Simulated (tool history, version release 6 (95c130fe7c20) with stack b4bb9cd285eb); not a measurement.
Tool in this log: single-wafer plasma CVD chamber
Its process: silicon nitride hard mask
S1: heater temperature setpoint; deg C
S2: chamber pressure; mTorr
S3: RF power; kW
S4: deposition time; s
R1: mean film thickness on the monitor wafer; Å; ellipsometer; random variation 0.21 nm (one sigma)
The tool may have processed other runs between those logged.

Run 1, hour 0: S1 410 deg C, S2 1310 mTorr, S3 0.385 kW, S4 43.1 s. Result: R1 543.6 Å.
Run 2, hour 1: S1 410 deg C, S2 1240 mTorr, S3 0.38 kW, S4 43.1 s. Result: R1 529.1 Å.
Run 3, hour 8: S1 410 deg C, S2 1240 mTorr, S3 0.425 kW, S4 43.1 s. Result: R1 565.55 Å.
Run 4, hour 14: S1 410 deg C, S2 1330 mTorr, S3 0.425 kW, S4 43.1 s. Result: R1 579.81 Å.
Run 5, hour 19.8: S1 410 deg C, S2 1260 mTorr, S3 0.415 kW, S4 43.1 s. Result: R1 555.14 Å.
Run 6, hour 20.9: S1 410 deg C, S2 1260 mTorr, S3 0.415 kW, S4 44.5 s. Result: R1 577.31 Å.
Run 7, hour 28.5: S1 410 deg C, S2 1200 mTorr, S3 0.405 kW, S4 44.4 s. Result: R1 558.04 Å.
Run 8, hour 30.8: S1 410 deg C, S2 1140 mTorr, S3 0.395 kW, S4 44.3 s. Result: R1 535.01 Å.

Run 9 has not been measured yet. What should we expect?
Run 9, hour 32.3: S1 410 deg C, S2 1090 mTorr, S3 0.39 kW, S4 44.3 s. Result: R1 ?.

R1: 524.22 Å
